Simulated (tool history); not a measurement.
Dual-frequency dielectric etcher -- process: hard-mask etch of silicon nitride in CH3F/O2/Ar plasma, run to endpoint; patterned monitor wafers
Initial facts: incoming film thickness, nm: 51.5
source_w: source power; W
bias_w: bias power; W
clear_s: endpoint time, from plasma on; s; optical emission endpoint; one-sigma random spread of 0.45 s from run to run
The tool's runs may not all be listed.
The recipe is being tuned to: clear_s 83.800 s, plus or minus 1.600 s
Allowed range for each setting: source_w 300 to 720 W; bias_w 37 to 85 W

run 1 hour=0.0 | source_w=510 bias_w=61 | clear_s=69.941
run 2 hour=7.9 | source_w=470 bias_w=59 | clear_s=73.822
run 3 hour=10.9 | source_w=440 bias_w=59 | clear_s=76.541
run 4 hour=17.3 | source_w=440 bias_w=69 | clear_s=71.988
run 5 hour=20.0 | source_w=410 bias_w=68 | clear_s=74.531
run 6 hour=23.7 | source_w=410 bias_w=64 | clear_s=76.360
run 7 hour=31.6 | source_w=410 bias_w=64 | clear_s=76.187
run 8 hour=32.8 | source_w=390 bias_w=64 | clear_s=79.235
run 9 hour=41.4 | source_w=380 bias_w=64 | clear_s=80.691
run 10 hour=50.3 | source_w=370 bias_w=64 | clear_s=81.318
run 11 hour=56.2 | source_w=370 bias_w=64 | clear_s=81.052

Exactly one of the 5 candidate moves below puts every result within its allowed miss. Which one?
run A hour=62.1 | source_w=410 bias_w=51 | clear_s=?
run B hour=62.1 | source_w=400 bias_w=45 | clear_s=?
run C hour=62.1 | source_w=370 bias_w=55 | clear_s=?
run D hour=62.1 | source_w=390 bias_w=65 | clear_s=?
run E hour=62.1 | source_w=420 bias_w=55 | clear_s=?

move=A clear_s=84.024
move=B clear_s=89.360
move=C clear_s=86.747
move=D clear_s=78.781
move=E clear_s=80.527
A: meets every target
B: takes the result that was furthest off past its target
C: takes the result that was furthest off past its target
D: its largest miss is bigger than the last run's
E: its largest miss is bigger than the last run's
The right move is A.
